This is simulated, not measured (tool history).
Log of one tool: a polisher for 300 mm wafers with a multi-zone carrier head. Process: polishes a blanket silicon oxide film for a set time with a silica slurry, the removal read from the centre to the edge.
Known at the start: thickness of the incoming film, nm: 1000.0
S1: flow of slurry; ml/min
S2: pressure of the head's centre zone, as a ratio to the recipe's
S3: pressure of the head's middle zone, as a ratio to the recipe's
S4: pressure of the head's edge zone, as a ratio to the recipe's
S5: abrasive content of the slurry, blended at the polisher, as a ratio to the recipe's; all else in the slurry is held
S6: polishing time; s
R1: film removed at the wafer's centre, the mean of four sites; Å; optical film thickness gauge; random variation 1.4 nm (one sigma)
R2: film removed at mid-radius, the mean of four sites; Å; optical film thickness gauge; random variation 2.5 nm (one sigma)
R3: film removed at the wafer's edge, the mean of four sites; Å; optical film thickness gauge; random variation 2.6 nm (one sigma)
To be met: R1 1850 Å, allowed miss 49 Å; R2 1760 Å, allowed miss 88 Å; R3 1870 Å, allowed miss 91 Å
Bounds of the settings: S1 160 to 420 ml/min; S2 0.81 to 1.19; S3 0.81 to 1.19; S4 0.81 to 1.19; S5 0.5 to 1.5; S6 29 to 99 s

run  hour   S1    S2    S3    S4    S5  S6      R1      R2      R3
  1     0  270     1     1     1     1  64  2245.5  2301.1  2296.3
  2     4  270     1  0.95     1     1  64  2266.4  2249.3  2322.1
  3  11.6  270     1  1.02     1     1  64  2255.3  2327.8  2287.7
  4  17.4  265     1  0.97  0.98  0.85  64  2117.1  2088.6  2147.9
  5  19.5  265     1  0.97  0.95  0.85  64  2098.4  2054.2  2149.5
  6  22.1  265     1  0.97  1.01  0.85  64    2138  2153.1    2178
  7  30.7  265     1  0.97  0.97  0.75  64  2034.8  1962.7  2009.3
  8  36.5  260  0.99  0.96  0.95   0.7  64  1949.6  1921.9  1973.1

4 next moves are on the table. One of them brings every result within its allowed miss. Which?
  A  42.3  380  0.92  0.93  0.94  0.55  73   ?   ?   ?
  B  42.3  245  0.97  1.01  0.96  0.75  65   ?   ?   ?
  C  42.3  195  0.98   0.9  0.91  0.85  59   ?   ?   ?
  D  42.3  260  1.04  0.85  0.91  0.65  64   ?   ?   ?

move      R1      R2      R3
   A  1942.6  1997.4    2076
   B  1974.6  2069.2  2041.9
   C  1846.2  1744.5  1866.6
   D  1984.3    1679  1870.9
A: further off than the last run
B: further off than the last run
C: meets every target
D: further off than the last run
Answer: C
